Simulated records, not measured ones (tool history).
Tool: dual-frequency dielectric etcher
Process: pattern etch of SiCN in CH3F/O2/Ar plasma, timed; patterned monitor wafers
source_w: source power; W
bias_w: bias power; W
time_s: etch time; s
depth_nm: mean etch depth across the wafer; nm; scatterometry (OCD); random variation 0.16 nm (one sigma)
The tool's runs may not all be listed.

run	hour	source_w	bias_w	time_s	depth_nm
1	0	350	81	78.5	30.503
2	4.2	370	82	78.5	31.118
3	5	390	83	78.5	31.762
4	6.3	400	84	78.5	32.239
5	12.5	410	84	78.5	32.435
6	17.9	380	84	78.5	31.795

The next listed run, before its measurement:
7	19.3	390	85	78.5	?

Run 7 gave depth_nm 31.983 nm.
